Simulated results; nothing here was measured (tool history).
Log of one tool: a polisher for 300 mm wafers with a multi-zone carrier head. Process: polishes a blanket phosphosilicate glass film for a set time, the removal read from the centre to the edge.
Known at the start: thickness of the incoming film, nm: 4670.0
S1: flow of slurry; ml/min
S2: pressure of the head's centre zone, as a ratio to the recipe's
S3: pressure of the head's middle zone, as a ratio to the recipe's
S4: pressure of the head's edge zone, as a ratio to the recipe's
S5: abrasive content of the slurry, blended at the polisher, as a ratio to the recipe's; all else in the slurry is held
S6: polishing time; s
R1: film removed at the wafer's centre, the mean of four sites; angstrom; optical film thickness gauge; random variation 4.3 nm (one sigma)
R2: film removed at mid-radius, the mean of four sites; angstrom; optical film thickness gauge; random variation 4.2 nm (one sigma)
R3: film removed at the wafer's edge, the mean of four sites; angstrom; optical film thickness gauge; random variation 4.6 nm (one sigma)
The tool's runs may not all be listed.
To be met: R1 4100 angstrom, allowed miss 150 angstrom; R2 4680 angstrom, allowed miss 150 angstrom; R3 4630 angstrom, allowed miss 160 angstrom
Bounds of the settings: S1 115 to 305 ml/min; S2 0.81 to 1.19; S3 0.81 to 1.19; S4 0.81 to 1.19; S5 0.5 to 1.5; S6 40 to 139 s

| run | hour | S1 | S2 | S3 | S4 | S5 | S6 | R1 | R2 | R3 |
|---|---|---|---|---|---|---|---|---|---|---|
| 1 | 0 | 195 | 1 | 1 | 1 | 1 | 89 | 8344.4 | 8194.8 | 8227.8 |
| 2 | 1.6 | 195 | 0.94 | 1 | 1 | 1 | 89 | 7869.6 | 8109.6 | 8398.1 |
| 3 | 8.5 | 190 | 0.92 | 1 | 0.97 | 0.9 | 84 | 6941.5 | 7537.6 | 7229.2 |
| 4 | 16.5 | 165 | 0.92 | 1 | 0.97 | 0.9 | 84 | 6836.1 | 7250.4 | 7145.2 |
| 5 | 25.4 | 165 | 0.92 | 1 | 0.88 | 0.9 | 84 | 6748.1 | 7249.5 | 7057.3 |
| 6 | 28.6 | 155 | 0.9 | 0.98 | 0.89 | 0.85 | 80 | 6042.6 | 6638.9 | 6629.9 |
| 7 | 30.1 | 155 | 0.9 | 0.97 | 0.89 | 0.8 | 76 | 5662.8 | 6009 | 6013.1 |
| 8 | 31.7 | 155 | 0.88 | 0.97 | 0.89 | 0.75 | 75 | 5361.8 | 5836.3 | 5707.7 |
| 9 | 38.9 | 145 | 0.87 | 0.96 | 0.89 | 0.7 | 74 | 4908.4 | 5551.3 | 5607.6 |
| 10 | 42.2 | 155 | 0.86 | 0.95 | 0.89 | 0.65 | 72 | 4788.6 | 5262.2 | 5326.9 |
| 11 | 47.8 | 155 | 0.85 | 0.95 | 0.89 | 0.6 | 71 | 4435 | 5052.9 | 5098.1 |
| 12 | 52.2 | 160 | 0.85 | 0.95 | 0.88 | 0.6 | 70 | 4359.7 | 5061.2 | 4968.6 |
| 13 | 54.7 | 160 | 0.85 | 0.94 | 0.87 | 0.6 | 70 | 4443.2 | 4939.5 | 4949.8 |
| 14 | 55.3 | 160 | 0.84 | 0.94 | 0.86 | 0.6 | 70 | 4420.8 | 4899.2 | 5012.8 |

5 next moves are on the table. One of them brings every result within its allowed miss. Which?
| A | 55.9 | 165 | 0.83 | 0.95 | 0.86 | 0.65 | 69 | ? | ? | ? |
| B | 55.9 | 205 | 0.91 | 0.86 | 0.85 | 0.75 | 58 | ? | ? | ? |
| C | 55.9 | 200 | 0.87 | 1 | 0.97 | 0.55 | 63 | ? | ? | ? |
| D | 55.9 | 150 | 0.93 | 0.98 | 0.85 | 0.6 | 69 | ? | ? | ? |
| E | 55.9 | 170 | 0.9 | 1.15 | 0.86 | 0.5 | 66 | ? | ? | ? |

| move | R1 | R2 | R3 |
|---|---|---|---|
| A | 4434.5 | 5136.6 | 5043.8 |
| B | 4506.1 | 4425.9 | 4590.5 |
| C | 4139.1 | 4716.4 | 4638.3 |
| D | 4715.8 | 4985.4 | 4797.4 |
| E | 4194 | 5117.2 | 4371.1 |
A: further off than the last run
B: brings the result that was furthest off to its target, and leaves another outside
C: meets every target
D: further off than the last run
E: takes the result that was furthest off past its target
The right move is C.
